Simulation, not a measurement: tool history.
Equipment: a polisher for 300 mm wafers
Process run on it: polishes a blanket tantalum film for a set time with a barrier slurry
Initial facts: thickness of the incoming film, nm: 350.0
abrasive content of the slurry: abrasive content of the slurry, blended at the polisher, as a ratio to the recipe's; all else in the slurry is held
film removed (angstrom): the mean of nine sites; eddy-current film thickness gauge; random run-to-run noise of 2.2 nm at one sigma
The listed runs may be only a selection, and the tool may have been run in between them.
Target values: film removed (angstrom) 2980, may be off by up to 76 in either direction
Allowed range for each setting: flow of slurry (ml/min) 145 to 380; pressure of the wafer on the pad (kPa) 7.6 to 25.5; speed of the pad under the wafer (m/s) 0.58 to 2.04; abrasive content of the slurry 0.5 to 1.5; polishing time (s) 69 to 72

run,hour,flow of slurry (ml/min),pressure of the wafer on the pad (kPa),speed of the pad under the wafer (m/s),abrasive content of the slurry,polishing time (s),film removed (angstrom)
1,0,245,16.5,1.3,1,69,1910.6
2,5.6,200,16.5,1.3,1,69,1895.8
3,7.1,200,13.1,1.3,1,69,1541.7
4,15,200,16.5,1.3,1,69,1905
5,22.7,200,18.6,1.3,1,69,2111
6,24.6,200,20.7,1.3,1,69,2282.5
7,30.4,205,22.1,1.32,1,69,2465.8
8,36,205,23.4,1.34,1,69,2662.5
9,38.7,205,24.1,1.34,1,69,2720.7
10,41.6,205,24.8,1.36,1,69,2851.9

Which one of the following 5 next-run settings gets every result inside its allowed miss? There is exactly one.
A,44.5,245,20.7,1.48,0.85,71,?
B,44.5,195,24.8,1.22,0.95,71,?
C,44.5,210,22.8,1.54,1.1,70,?
D,44.5,155,24.8,1.3,0.95,69,?
E,44.5,155,24.1,1.34,1.1,70,?

move,film removed (angstrom)
A,2611.2
B,2615.5
C,3008.3
D,2604.4
E,2720.9
A: the biggest miss grows against the last run
B: the biggest miss grows against the last run
C: every result within its allowed miss
D: the biggest miss grows against the last run
E: the biggest miss grows against the last run
C meets every target.
